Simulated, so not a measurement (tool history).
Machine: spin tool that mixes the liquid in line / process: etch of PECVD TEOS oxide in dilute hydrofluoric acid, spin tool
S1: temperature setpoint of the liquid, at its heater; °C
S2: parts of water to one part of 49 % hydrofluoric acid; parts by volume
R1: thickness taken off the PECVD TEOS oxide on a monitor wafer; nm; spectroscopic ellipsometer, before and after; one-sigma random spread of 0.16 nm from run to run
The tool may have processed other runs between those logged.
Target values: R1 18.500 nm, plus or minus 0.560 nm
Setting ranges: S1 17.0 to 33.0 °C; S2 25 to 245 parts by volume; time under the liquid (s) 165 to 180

{"run": 1, "day": 0.0, "S1": 25.0, "S2": 135, "time under the liquid (s)": 165, "R1": 14.791}
{"run": 2, "day": 0.375, "S1": 25.0, "S2": 160, "time under the liquid (s)": 165, "R1": 12.254}
{"run": 3, "day": 0.679, "S1": 26.0, "S2": 160, "time under the liquid (s)": 165, "R1": 12.744}
{"run": 4, "day": 0.729, "S1": 27.0, "S2": 160, "time under the liquid (s)": 165, "R1": 12.977}
{"run": 5, "day": 1.05, "S1": 27.5, "S2": 155, "time under the liquid (s)": 165, "R1": 13.815}
{"run": 6, "day": 1.312, "S1": 27.5, "S2": 105, "time under the liquid (s)": 165, "R1": 21.769}
{"run": 7, "day": 1.392, "S1": 27.5, "S2": 105, "time under the liquid (s)": 165, "R1": 21.871}
{"run": 8, "day": 1.446, "S1": 27.0, "S2": 105, "time under the liquid (s)": 165, "R1": 21.462}

Exercise: of the 5 proposed moves below, exactly one satisfies all targets within the stated allowed misses. Which move is it?
{"run": "A", "day": 1.5, "S1": 27.0, "S2": 90, "time under the liquid (s)": 170, "R1": "?"}
{"run": "B", "day": 1.5, "S1": 26.0, "S2": 125, "time under the liquid (s)": 180, "R1": "?"}
{"run": "C", "day": 1.5, "S1": 26.0, "S2": 95, "time under the liquid (s)": 180, "R1": "?"}
{"run": "D", "day": 1.5, "S1": 27.0, "S2": 105, "time under the liquid (s)": 180, "R1": "?"}
{"run": "E", "day": 1.5, "S1": 26.0, "S2": 130, "time under the liquid (s)": 170, "R1": "?"}

move=A R1=26.562
move=B R1=18.626
move=C R1=25.458
move=D R1=23.633
move=E R1=16.810
A: its largest miss is bigger than the last run's
B: every result lands within tolerance
C: its largest miss is bigger than the last run's
D: its largest miss is bigger than the last run's
E: the result that was furthest off in the last run now lies on the other side of its target
Go with B: it meets all targets.
